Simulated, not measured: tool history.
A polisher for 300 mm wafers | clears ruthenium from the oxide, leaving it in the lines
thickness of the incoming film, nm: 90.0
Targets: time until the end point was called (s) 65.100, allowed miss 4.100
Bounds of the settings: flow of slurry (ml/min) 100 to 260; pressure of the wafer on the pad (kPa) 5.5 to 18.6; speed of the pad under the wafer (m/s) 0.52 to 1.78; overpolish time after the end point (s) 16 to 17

| run | day | flow of slurry (ml/min) | pressure of the wafer on the pad (kPa) | speed of the pad under the wafer (m/s) | overpolish time after the end point (s) | time until the end point was called (s) |
|---|---|---|---|---|---|---|
| 1 | 0.000 | 165 | 11.7 | 1.14 | 16 | 99.935 |
| 2 | 0.288 | 190 | 11.7 | 1.14 | 16 | 101.070 |
| 3 | 0.575 | 190 | 12.4 | 1.14 | 16 | 97.646 |
| 4 | 0.625 | 190 | 13.1 | 1.16 | 16 | 89.929 |
| 5 | 0.821 | 175 | 13.1 | 1.16 | 16 | 86.845 |
| 6 | 1.158 | 175 | 13.1 | 1.40 | 16 | 75.119 |
| 7 | 1.500 | 175 | 13.1 | 1.40 | 16 | 73.787 |
| 8 | 1.771 | 175 | 13.8 | 1.42 | 16 | 70.982 |

4 next moves are on the table. One of them brings every result within its allowed miss. Which?
| A | 2.042 | 170 | 12.4 | 1.48 | 16 | ? |
| B | 2.042 | 210 | 17.2 | 0.98 | 17 | ? |
| C | 2.042 | 155 | 14.5 | 1.24 | 17 | ? |
| D | 2.042 | 155 | 12.4 | 1.70 | 17 | ? |

| move | time until the end point was called (s) |
|---|---|
| A | 73.147 |
| B | 77.556 |
| C | 75.537 |
| D | 64.503 |
A: further off than the last run
B: further off than the last run
C: further off than the last run
D: meets every target
Move D is the one to make.
